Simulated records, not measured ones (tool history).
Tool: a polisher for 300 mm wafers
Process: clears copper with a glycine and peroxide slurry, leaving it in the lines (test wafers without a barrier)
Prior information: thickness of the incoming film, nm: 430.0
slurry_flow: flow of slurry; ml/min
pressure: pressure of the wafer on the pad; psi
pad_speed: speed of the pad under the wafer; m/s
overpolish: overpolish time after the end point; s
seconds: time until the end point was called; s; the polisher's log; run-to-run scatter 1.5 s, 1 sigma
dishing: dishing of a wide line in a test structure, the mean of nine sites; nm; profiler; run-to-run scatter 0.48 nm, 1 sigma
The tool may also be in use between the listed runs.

run	day	slurry_flow	pressure	pad_speed	overpolish	seconds	dishing
1	0.000	260	2.6	0.84	11	121.97	16.472
2	0.358	195	2.6	0.84	11	127.24	16.387
3	0.408	195	2.2	0.84	11	138.20	16.025
4	0.604	155	2.2	0.84	11	145.09	15.824
5	0.738	160	2.5	0.86	11	122.41	16.291
6	0.971	160	2.1	0.86	11	143.29	16.659
7	1.325	160	2.3	0.88	12	133.27	16.926
8	1.612	160	2.5	0.90	12	123.19	18.317

For run 9, what comes out?
9	1.758	160	3.2	0.98	8	?	?

For run 9 the tool returned seconds 92.65 s, dishing 16.244 nm.
